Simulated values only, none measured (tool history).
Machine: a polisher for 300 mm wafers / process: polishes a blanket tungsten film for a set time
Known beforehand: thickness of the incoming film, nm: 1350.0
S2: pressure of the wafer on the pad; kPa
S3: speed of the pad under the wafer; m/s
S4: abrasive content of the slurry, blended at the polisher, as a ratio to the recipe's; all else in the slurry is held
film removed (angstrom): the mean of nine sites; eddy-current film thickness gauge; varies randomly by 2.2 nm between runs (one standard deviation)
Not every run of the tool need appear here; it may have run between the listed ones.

Run 1, hour 0: flow of slurry (ml/min) 175, S2 16.5 kPa, S3 0.9 m/s, S4 1, polishing time (s) 83. Result: film removed (angstrom) 2007.4.
Run 2, hour 3.5: flow of slurry (ml/min) 175, S2 16.5 kPa, S3 0.9 m/s, S4 1, polishing time (s) 83. Result: film removed (angstrom) 2015.3.
Run 3, hour 8.9: flow of slurry (ml/min) 175, S2 18.6 kPa, S3 0.9 m/s, S4 1, polishing time (s) 83. Result: film removed (angstrom) 2265.5.
Run 4, hour 14.1: flow of slurry (ml/min) 175, S2 21.4 kPa, S3 0.9 m/s, S4 1, polishing time (s) 83. Result: film removed (angstrom) 2616.3.
Run 5, hour 20.6: flow of slurry (ml/min) 175, S2 20.7 kPa, S3 0.9 m/s, S4 1, polishing time (s) 83. Result: film removed (angstrom) 2461.7.
Run 6, hour 28.1: flow of slurry (ml/min) 175, S2 23.4 kPa, S3 0.9 m/s, S4 1, polishing time (s) 83. Result: film removed (angstrom) 2813.3.
Run 7, hour 29.7: flow of slurry (ml/min) 175, S2 23.4 kPa, S3 0.9 m/s, S4 1, polishing time (s) 83. Result: film removed (angstrom) 2846.8.
Run 8, hour 34.9: flow of slurry (ml/min) 175, S2 22.1 kPa, S3 0.9 m/s, S4 1, polishing time (s) 83. Result: film removed (angstrom) 2611.
Run 9, hour 41.9: flow of slurry (ml/min) 175, S2 20.7 kPa, S3 0.9 m/s, S4 1, polishing time (s) 83. Result: film removed (angstrom) 2488.
Run 10, hour 48.6: flow of slurry (ml/min) 175, S2 20 kPa, S3 0.9 m/s, S4 1, polishing time (s) 83. Result: film removed (angstrom) 2393.3.
Run 11, hour 53.8: flow of slurry (ml/min) 175, S2 19.3 kPa, S3 0.9 m/s, S4 1, polishing time (s) 83. Result: film removed (angstrom) 2368.7.
Run 12, hour 61.8: flow of slurry (ml/min) 175, S2 18.6 kPa, S3 0.9 m/s, S4 1, polishing time (s) 83. Result: film removed (angstrom) 2241.5.
Run 13, hour 63.2: flow of slurry (ml/min) 175, S2 17.9 kPa, S3 0.9 m/s, S4 1, polishing time (s) 83. Result: film removed (angstrom) 2193.5.
Run 14, hour 70.6: flow of slurry (ml/min) 175, S2 17.2 kPa, S3 0.9 m/s, S4 1, polishing time (s) 83. Result: film removed (angstrom) 2097.8.
Run 15, hour 72.2: flow of slurry (ml/min) 175, S2 16.5 kPa, S3 0.9 m/s, S4 1, polishing time (s) 83. Result: film removed (angstrom) 2012.4.
Run 16, hour 80.8: flow of slurry (ml/min) 170, S2 13.1 kPa, S3 0.88 m/s, S4 1, polishing time (s) 83. Result: film removed (angstrom) 1585.
Run 17, hour 87.1: flow of slurry (ml/min) 170, S2 13.1 kPa, S3 0.88 m/s, S4 1, polishing time (s) 83. Result: film removed (angstrom) 1533.3.
Run 18, hour 87.8: flow of slurry (ml/min) 175, S2 13.1 kPa, S3 0.88 m/s, S4 1, polishing time (s) 83. Result: film removed (angstrom) 1611.2.

Estimate the outcome of run 19 from the log above:
Run 19, hour 90.2: flow of slurry (ml/min) 180, S2 13.1 kPa, S3 0.88 m/s, S4 1, polishing time (s) 83. Result: film removed (angstrom) ?.

Run 19 produced film removed (angstrom) 1572.3.

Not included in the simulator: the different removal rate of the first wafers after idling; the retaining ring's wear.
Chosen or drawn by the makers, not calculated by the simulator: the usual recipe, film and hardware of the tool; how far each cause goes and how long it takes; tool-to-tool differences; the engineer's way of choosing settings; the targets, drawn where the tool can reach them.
